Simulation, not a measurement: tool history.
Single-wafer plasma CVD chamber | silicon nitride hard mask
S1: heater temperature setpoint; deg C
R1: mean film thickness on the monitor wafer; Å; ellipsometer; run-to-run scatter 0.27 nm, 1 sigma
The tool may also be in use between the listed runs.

Run 1, hour 0.0: S1 415 deg C, chamber pressure (mTorr) 1380, RF power (kW) 0.360, deposition time (s) 60.9. Result: R1 709.00 Å.
Run 2, hour 3.0: S1 415 deg C, chamber pressure (mTorr) 1380, RF power (kW) 0.320, deposition time (s) 60.9. Result: R1 667.66 Å.
Run 3, hour 10.5: S1 415 deg C, chamber pressure (mTorr) 1290, RF power (kW) 0.320, deposition time (s) 60.9. Result: R1 655.85 Å.
Run 4, hour 17.8: S1 415 deg C, chamber pressure (mTorr) 1380, RF power (kW) 0.320, deposition time (s) 60.9. Result: R1 668.30 Å.
Run 5, hour 22.4: S1 406 deg C, chamber pressure (mTorr) 1380, RF power (kW) 0.320, deposition time (s) 60.9. Result: R1 670.62 Å.
Run 6, hour 24.4: S1 406 deg C, chamber pressure (mTorr) 1550, RF power (kW) 0.320, deposition time (s) 60.9. Result: R1 691.06 Å.
Run 7, hour 25.4: S1 406 deg C, chamber pressure (mTorr) 1420, RF power (kW) 0.310, deposition time (s) 60.9. Result: R1 672.18 Å.
Run 8, hour 34.2: S1 407 deg C, chamber pressure (mTorr) 1300, RF power (kW) 0.305, deposition time (s) 60.9. Result: R1 647.43 Å.
Run 9, hour 42.2: S1 407 deg C, chamber pressure (mTorr) 1220, RF power (kW) 0.300, deposition time (s) 60.9. Result: R1 625.47 Å.
Run 10, hour 49.2: S1 407 deg C, chamber pressure (mTorr) 1180, RF power (kW) 0.300, deposition time (s) 60.9. Result: R1 624.98 Å.

Run 11 has not been measured yet. What should we expect?
Run 11, hour 57.7: S1 407 deg C, chamber pressure (mTorr) 1140, RF power (kW) 0.300, deposition time (s) 60.9. Result: R1 ?.

Run 11 measured R1 617.51 Å.
